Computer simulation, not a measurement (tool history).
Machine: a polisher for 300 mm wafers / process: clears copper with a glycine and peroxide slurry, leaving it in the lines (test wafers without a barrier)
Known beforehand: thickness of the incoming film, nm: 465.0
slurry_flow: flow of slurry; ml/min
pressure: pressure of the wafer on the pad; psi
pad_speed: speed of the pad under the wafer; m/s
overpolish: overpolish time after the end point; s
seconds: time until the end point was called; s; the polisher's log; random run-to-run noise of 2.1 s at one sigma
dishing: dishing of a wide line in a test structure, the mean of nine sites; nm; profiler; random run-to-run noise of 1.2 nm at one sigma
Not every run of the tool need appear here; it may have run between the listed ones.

run,hour,slurry_flow,pressure,pad_speed,overpolish,seconds,dishing
1,0,235,1.8,0.78,17,148.87,39.378
2,3.8,235,1.8,0.88,17,133.59,39.307
3,6.1,200,1.8,0.88,17,141.66,40.433
4,13.6,205,1.9,0.88,17,129.81,42.329
5,15.3,205,1.9,0.8,17,138.21,39.65
6,20.8,205,2,0.8,18,135.25,44.019

Predict the results of run 7:
7,23.1,205,2.1,0.8,18,?,?

Run 7 came out at seconds 127.49 s, dishing 42.608 nm.
